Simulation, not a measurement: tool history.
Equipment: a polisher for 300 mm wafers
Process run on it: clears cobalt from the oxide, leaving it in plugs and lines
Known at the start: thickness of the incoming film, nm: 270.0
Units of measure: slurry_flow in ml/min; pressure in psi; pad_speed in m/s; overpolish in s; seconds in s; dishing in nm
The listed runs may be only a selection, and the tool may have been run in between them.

run 1 hour=0 | slurry_flow=195 pressure=1.2 pad_speed=1.12 overpolish=21 | seconds=74.621 dishing=14.696
run 2 hour=5.1 | slurry_flow=195 pressure=1.2 pad_speed=1 overpolish=21 | seconds=83.522 dishing=14.866
run 3 hour=6.9 | slurry_flow=195 pressure=1.1 pad_speed=0.98 overpolish=21 | seconds=90.868 dishing=14.509
run 4 hour=8.1 | slurry_flow=195 pressure=1.1 pad_speed=1.24 overpolish=21 | seconds=74.567 dishing=14.78
run 5 hour=15 | slurry_flow=195 pressure=1.1 pad_speed=1.24 overpolish=14 | seconds=71.317 dishing=14.57
run 6 hour=21.3 | slurry_flow=195 pressure=1.2 pad_speed=1.24 overpolish=14 | seconds=67.274 dishing=14.93
run 7 hour=28.1 | slurry_flow=195 pressure=1.2 pad_speed=1.24 overpolish=14 | seconds=66.916 dishing=14.443

Estimate the outcome of run 8 from the log above:
run 8 hour=29.4 | slurry_flow=195 pressure=1 pad_speed=1.2 overpolish=16 | seconds=? dishing=?

{"run 8": {"seconds": 79.814, "dishing": 14.682}}
